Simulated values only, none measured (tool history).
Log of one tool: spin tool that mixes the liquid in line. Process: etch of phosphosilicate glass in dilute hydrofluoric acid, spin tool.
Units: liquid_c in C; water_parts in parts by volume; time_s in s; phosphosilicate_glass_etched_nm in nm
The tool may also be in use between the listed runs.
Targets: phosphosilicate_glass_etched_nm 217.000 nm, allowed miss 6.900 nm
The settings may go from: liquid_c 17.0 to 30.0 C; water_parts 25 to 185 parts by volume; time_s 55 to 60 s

run	day	liquid_c	water_parts	time_s	phosphosilicate_glass_etched_nm
1	0.000	22.0	105	55	98.077
2	0.333	24.0	90	55	129.150
3	0.583	25.5	85	55	143.780
4	0.625	25.5	85	55	144.510
5	0.958	25.5	110	55	108.340
6	1.175	25.5	80	55	152.250
7	1.467	26.5	75	55	172.340
8	1.750	27.5	75	55	178.970
9	1.779	28.0	75	55	182.300
10	1.829	28.5	75	55	187.300
11	2.108	29.0	75	55	190.700
12	2.388	29.5	75	55	190.390
13	2.596	29.5	70	55	207.710

Which of these 4 next moves meets every target?
A	2.804	30.0	75	60	?
B	2.804	25.0	60	55	?
C	2.804	30.0	75	55	?
D	2.804	28.5	70	55	?

move	phosphosilicate_glass_etched_nm
A	212.360
B	204.060
C	194.660
D	198.250
A: meets every target
B: further off than the last run
C: further off than the last run
D: further off than the last run
The right move is A.
